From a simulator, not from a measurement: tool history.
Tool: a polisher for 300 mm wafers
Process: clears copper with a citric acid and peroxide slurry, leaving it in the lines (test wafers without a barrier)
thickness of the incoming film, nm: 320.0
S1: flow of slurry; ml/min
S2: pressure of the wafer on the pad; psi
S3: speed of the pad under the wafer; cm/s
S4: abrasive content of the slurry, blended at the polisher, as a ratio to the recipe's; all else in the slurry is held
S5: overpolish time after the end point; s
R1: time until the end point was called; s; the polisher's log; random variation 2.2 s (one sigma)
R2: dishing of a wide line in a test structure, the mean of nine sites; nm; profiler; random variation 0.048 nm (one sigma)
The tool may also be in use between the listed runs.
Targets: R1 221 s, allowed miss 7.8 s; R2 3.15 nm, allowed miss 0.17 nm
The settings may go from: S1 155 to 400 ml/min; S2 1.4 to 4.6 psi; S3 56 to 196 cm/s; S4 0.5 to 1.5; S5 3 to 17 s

{"run": 1, "hour": 0.0, "S1": 255, "S2": 3, "S3": 126, "S4": 1, "S5": 9, "R1": 115.79, "R2": 16.903}
{"run": 2, "hour": 1.9, "S1": 255, "S2": 2.8, "S3": 122, "S4": 1, "S5": 8, "R1": 130.23, "R2": 14.279}
{"run": 3, "hour": 7.9, "S1": 245, "S2": 2.8, "S3": 114, "S4": 0.95, "S5": 7, "R1": 137.41, "R2": 11.261}
{"run": 4, "hour": 9.7, "S1": 235, "S2": 2.8, "S3": 108, "S4": 0.9, "S5": 7, "R1": 148.38, "R2": 10.59}
{"run": 5, "hour": 16.7, "S1": 235, "S2": 3.3, "S3": 108, "S4": 0.9, "S5": 7, "R1": 124.85, "R2": 12.36}
{"run": 6, "hour": 20.1, "S1": 225, "S2": 3.3, "S3": 102, "S4": 0.85, "S5": 7, "R1": 138.53, "R2": 11.46}
{"run": 7, "hour": 20.8, "S1": 225, "S2": 3.3, "S3": 102, "S4": 0.85, "S5": 7, "R1": 136.23, "R2": 11.474}
{"run": 8, "hour": 21.6, "S1": 215, "S2": 3.2, "S3": 100, "S4": 0.8, "S5": 7, "R1": 147.92, "R2": 10.825}
{"run": 9, "hour": 24.1, "S1": 235, "S2": 3, "S3": 96, "S4": 0.9, "S5": 7, "R1": 157.32, "R2": 9.9083}
{"run": 10, "hour": 28.6, "S1": 235, "S2": 3, "S3": 96, "S4": 0.9, "S5": 7, "R1": 154.98, "R2": 9.9687}
{"run": 11, "hour": 36.8, "S1": 245, "S2": 2.2, "S3": 102, "S4": 0.9, "S5": 3, "R1": 199.21, "R2": 3.5146}

Which of these 5 next moves meets every target?
{"run": "A", "hour": 45.0, "S1": 180, "S2": 2.3, "S3": 110, "S4": 0.75, "S5": 3, "R1": "?", "R2": "?"}
{"run": "B", "hour": 45.0, "S1": 215, "S2": 1.9, "S3": 104, "S4": 0.95, "S5": 3, "R1": "?", "R2": "?"}
{"run": "C", "hour": 45.0, "S1": 220, "S2": 2.5, "S3": 102, "S4": 0.75, "S5": 3, "R1": "?", "R2": "?"}
{"run": "D", "hour": 45.0, "S1": 265, "S2": 1.7, "S3": 102, "S4": 1.15, "S5": 4, "R1": "?", "R2": "?"}
{"run": "E", "hour": 45.0, "S1": 240, "S2": 2.2, "S3": 98, "S4": 0.85, "S5": 3, "R1": "?", "R2": "?"}

move=A R1=187.64 R2=3.6843
move=B R1=224.02 R2=3.0908
move=C R1=182.69 R2=3.7845
move=D R1=240.25 R2=3.8266
move=E R1=208.3 R2=3.3234
A: further off than the last run
B: meets every target
C: further off than the last run
D: takes the result that was furthest off past its target
E: nearer than the last run, and not there yet
Answer: B
